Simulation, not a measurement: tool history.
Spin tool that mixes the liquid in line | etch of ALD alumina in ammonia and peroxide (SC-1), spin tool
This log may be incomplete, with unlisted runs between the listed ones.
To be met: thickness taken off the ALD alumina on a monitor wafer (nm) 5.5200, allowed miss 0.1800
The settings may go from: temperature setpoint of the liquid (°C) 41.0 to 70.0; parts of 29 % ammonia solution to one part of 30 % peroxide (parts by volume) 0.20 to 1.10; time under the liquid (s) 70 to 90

run  hour  temperature setpoint of the liquid (°C)  parts of 29 % ammonia solution to one part of 30 % peroxide (parts by volume)  time under the liquid (s)  thickness taken off the ALD alumina on a monitor wafer (nm)
  1   0.0                                     57.0                                                                           0.60                         90                                                       8.4885
  2   2.1                                     57.0                                                                           0.60                         90                                                       8.4863
  3   9.9                                     55.5                                                                           0.60                         90                                                       7.9140
  4  18.0                                     61.5                                                                           0.60                         90                                                      10.8530
  5  25.5                                     55.0                                                                           0.60                         90                                                       7.5968
  6  31.5                                     54.0                                                                           0.60                         90                                                       7.2381
  7  33.8                                     53.0                                                                           0.60                         90                                                       6.9346
  8  37.3                                     52.0                                                                           0.60                         90                                                       6.5868
  9  42.4                                     48.0                                                                           0.60                         90                                                       5.2573

Pick the move, out of 5, that brings all results within their allowed miss; only one does.
  A  47.5                                     48.0                                                                           0.30                         90                                                            ?
  B  47.5                                     54.0                                                                           0.55                         70                                                            ?
  C  47.5                                     52.0                                                                           0.55                         70                                                            ?
  D  47.5                                     47.5                                                                           0.65                         90                                                            ?
  E  47.5                                     50.5                                                                           0.50                         90                                                            ?

move  thickness taken off the ALD alumina on a monitor wafer (nm)
   A                                                       4.9562
   B                                                       5.6685
   C                                                       5.0894
   D                                                       5.1883
   E                                                       5.9752
A: its largest miss is bigger than the last run's
B: hits every target within its allowed miss
C: its largest miss is bigger than the last run's
D: its largest miss is bigger than the last run's
E: takes the biggest miss from the last run beyond its target
Answer: B
